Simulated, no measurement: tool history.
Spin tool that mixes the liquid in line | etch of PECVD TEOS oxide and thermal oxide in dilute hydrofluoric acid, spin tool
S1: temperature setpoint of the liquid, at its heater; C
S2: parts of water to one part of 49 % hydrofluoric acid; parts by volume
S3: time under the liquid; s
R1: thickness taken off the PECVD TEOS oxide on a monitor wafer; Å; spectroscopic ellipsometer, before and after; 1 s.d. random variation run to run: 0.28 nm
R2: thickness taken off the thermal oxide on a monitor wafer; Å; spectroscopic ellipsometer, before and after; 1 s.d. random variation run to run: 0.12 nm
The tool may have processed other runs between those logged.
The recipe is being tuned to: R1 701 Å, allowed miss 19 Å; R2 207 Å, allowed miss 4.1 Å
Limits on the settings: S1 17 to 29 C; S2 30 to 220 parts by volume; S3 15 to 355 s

{"run": 1, "day": 0.0, "S1": 21, "S2": 125, "S3": 180, "R1": 206.19, "R2": 60.117}
{"run": 2, "day": 0.117, "S1": 22.5, "S2": 125, "S3": 180, "R1": 218.23, "R2": 64.55}
{"run": 3, "day": 0.388, "S1": 23, "S2": 115, "S3": 180, "R1": 243.36, "R2": 72.603}
{"run": 4, "day": 0.488, "S1": 23, "S2": 80, "S3": 180, "R1": 362.85, "R2": 107.38}
{"run": 5, "day": 0.704, "S1": 20.5, "S2": 80, "S3": 180, "R1": 329.19, "R2": 97.074}
{"run": 6, "day": 0.796, "S1": 20.5, "S2": 80, "S3": 120, "R1": 220.33, "R2": 64.643}
{"run": 7, "day": 1.054, "S1": 21.5, "S2": 75, "S3": 125, "R1": 254.13, "R2": 75.189}
{"run": 8, "day": 1.154, "S1": 22.5, "S2": 70, "S3": 130, "R1": 297.35, "R2": 87.596}
{"run": 9, "day": 1.279, "S1": 23.5, "S2": 65, "S3": 130, "R1": 333.58, "R2": 99.467}
{"run": 10, "day": 1.55, "S1": 24, "S2": 60, "S3": 130, "R1": 374.34, "R2": 109.95}
{"run": 11, "day": 1.804, "S1": 28, "S2": 30, "S3": 150, "R1": 1056.6, "R2": 310.37}
{"run": 12, "day": 2.121, "S1": 27.5, "S2": 30, "S3": 150, "R1": 1032.1, "R2": 302.21}
{"run": 13, "day": 2.254, "S1": 27, "S2": 30, "S3": 150, "R1": 1011, "R2": 295.88}
{"run": 14, "day": 2.558, "S1": 26.5, "S2": 30, "S3": 150, "R1": 991.05, "R2": 292.34}
{"run": 15, "day": 2.717, "S1": 26, "S2": 30, "S3": 150, "R1": 974.12, "R2": 287.69}
{"day": 2.921, "done": "hydrofluoric acid flow meter replaced"}
{"run": 16, "day": 2.921, "S1": 25.5, "S2": 30, "S3": 150, "R1": 871.55, "R2": 258.66}
{"run": 17, "day": 3.179, "S1": 25, "S2": 30, "S3": 150, "R1": 854.18, "R2": 254.02}
{"run": 18, "day": 3.333, "S1": 24.5, "S2": 30, "S3": 150, "R1": 838.68, "R2": 245.16}
{"run": 19, "day": 3.404, "S1": 24, "S2": 30, "S3": 150, "R1": 819.77, "R2": 242.7}
{"run": 20, "day": 3.475, "S1": 23.5, "S2": 30, "S3": 150, "R1": 802.08, "R2": 237.84}
{"run": 21, "day": 3.542, "S1": 23, "S2": 30, "S3": 150, "R1": 790.18, "R2": 231.24}
{"run": 22, "day": 3.704, "S1": 22, "S2": 30, "S3": 150, "R1": 757, "R2": 223.27}
{"run": 23, "day": 4.008, "S1": 21, "S2": 30, "S3": 150, "R1": 724.3, "R2": 214.22}

4 next moves are on the table. One of them brings every result within its allowed miss. Which?
{"run": "A", "day": 4.312, "S1": 23.5, "S2": 30, "S3": 130, "R1": "?", "R2": "?"}
{"run": "B", "day": 4.312, "S1": 22.5, "S2": 30, "S3": 150, "R1": "?", "R2": "?"}
{"run": "C", "day": 4.312, "S1": 17, "S2": 45, "S3": 275, "R1": "?", "R2": "?"}
{"run": "D", "day": 4.312, "S1": 22.5, "S2": 40, "S3": 195, "R1": "?", "R2": "?"}

move=A R1=698.57 R2=207.52
move=B R1=772.78 R2=229.56
move=C R1=732.46 R2=217.58
move=D R1=743.79 R2=220.95
A: every result within its allowed miss
B: its largest miss is bigger than the last run's
C: its largest miss is bigger than the last run's
D: its largest miss is bigger than the last run's
Answer: A
